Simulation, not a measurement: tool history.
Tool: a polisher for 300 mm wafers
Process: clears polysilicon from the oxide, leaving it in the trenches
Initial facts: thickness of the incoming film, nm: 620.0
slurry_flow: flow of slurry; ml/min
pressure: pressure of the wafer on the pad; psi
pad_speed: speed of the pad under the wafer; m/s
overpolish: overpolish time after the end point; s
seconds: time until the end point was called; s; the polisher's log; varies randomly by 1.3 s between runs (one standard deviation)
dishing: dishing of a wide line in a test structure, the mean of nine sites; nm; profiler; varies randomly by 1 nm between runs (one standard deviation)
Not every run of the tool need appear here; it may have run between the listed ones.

Run 1, hour 0: slurry_flow 200 ml/min, pressure 1.8 psi, pad_speed 1.24 m/s, overpolish 10 s. Result: seconds 53.034 s, dishing 56.426 nm.
Run 2, hour 3.2: slurry_flow 200 ml/min, pressure 1.8 psi, pad_speed 1.24 m/s, overpolish 12 s. Result: seconds 54.225 s, dishing 62.296 nm.
Run 3, hour 10.9: slurry_flow 200 ml/min, pressure 1.7 psi, pad_speed 1.24 m/s, overpolish 12 s. Result: seconds 56.918 s, dishing 60.592 nm.
Run 4, hour 18.9: slurry_flow 200 ml/min, pressure 1.7 psi, pad_speed 1.24 m/s, overpolish 14 s. Result: seconds 57.38 s, dishing 64.113 nm.
Run 5, hour 26.3: slurry_flow 200 ml/min, pressure 1.6 psi, pad_speed 1.24 m/s, overpolish 14 s. Result: seconds 61.643 s, dishing 64.683 nm.
Run 6, hour 27.8: slurry_flow 200 ml/min, pressure 1.5 psi, pad_speed 1.24 m/s, overpolish 14 s. Result: seconds 64.224 s, dishing 62.811 nm.
Run 7, hour 31.7: slurry_flow 200 ml/min, pressure 1.4 psi, pad_speed 1.24 m/s, overpolish 14 s. Result: seconds 68.721 s, dishing 57.464 nm.

Expected results for the next run?
Run 8, hour 33.1: slurry_flow 200 ml/min, pressure 1.3 psi, pad_speed 1.24 m/s, overpolish 14 s. Result: seconds ?, dishing ?.

seconds: 74.725 s
dishing: 57.501 nm
